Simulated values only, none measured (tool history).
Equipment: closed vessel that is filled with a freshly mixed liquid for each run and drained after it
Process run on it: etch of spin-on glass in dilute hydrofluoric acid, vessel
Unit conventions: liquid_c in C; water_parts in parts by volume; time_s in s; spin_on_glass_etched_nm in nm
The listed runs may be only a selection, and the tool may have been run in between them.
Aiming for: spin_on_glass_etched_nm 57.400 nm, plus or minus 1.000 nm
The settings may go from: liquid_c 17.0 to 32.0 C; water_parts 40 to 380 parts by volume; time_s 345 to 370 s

run  hour  liquid_c  water_parts  time_s  spin_on_glass_etched_nm
  1   0.0      24.0          210     345                   33.473
  2   6.1      24.0          210     370                   35.994
  3  14.3      24.0          210     345                   33.511
  4  20.8      25.5          205     345                   36.660
  5  26.5      26.5          200     345                   39.287
  6  32.3      27.5          195     345                   41.717
  7  34.9      28.0          190     345                   43.930
     40.4  -- thermometer replaced
  8  40.4      28.5          185     345                   43.076
  9  48.5      29.0          180     345                   45.484
 10  53.6      29.5          175     345                   47.619
 11  54.2      30.0          170     345                   50.391
 12  60.5      30.5          170     345                   51.178
 13  62.9      32.0          155     345                   60.482

Exercise: of the 4 proposed moves below, exactly one satisfies all targets within the stated allowed misses. Which move is it?
  A  65.3      32.0          150     345                        ?
  B  65.3      30.5          155     345                        ?
  C  65.3      32.0          160     370                        ?
  D  65.3      31.0          145     350                        ?

move  spin_on_glass_etched_nm
   A                   62.545
   B                   57.012
   C                   62.035
   D                   63.784
A: lands further from the targets than the last run did
B: each result inside its tolerance
C: lands further from the targets than the last run did
D: lands further from the targets than the last run did
So the answer is move B, the one that meets all the targets.

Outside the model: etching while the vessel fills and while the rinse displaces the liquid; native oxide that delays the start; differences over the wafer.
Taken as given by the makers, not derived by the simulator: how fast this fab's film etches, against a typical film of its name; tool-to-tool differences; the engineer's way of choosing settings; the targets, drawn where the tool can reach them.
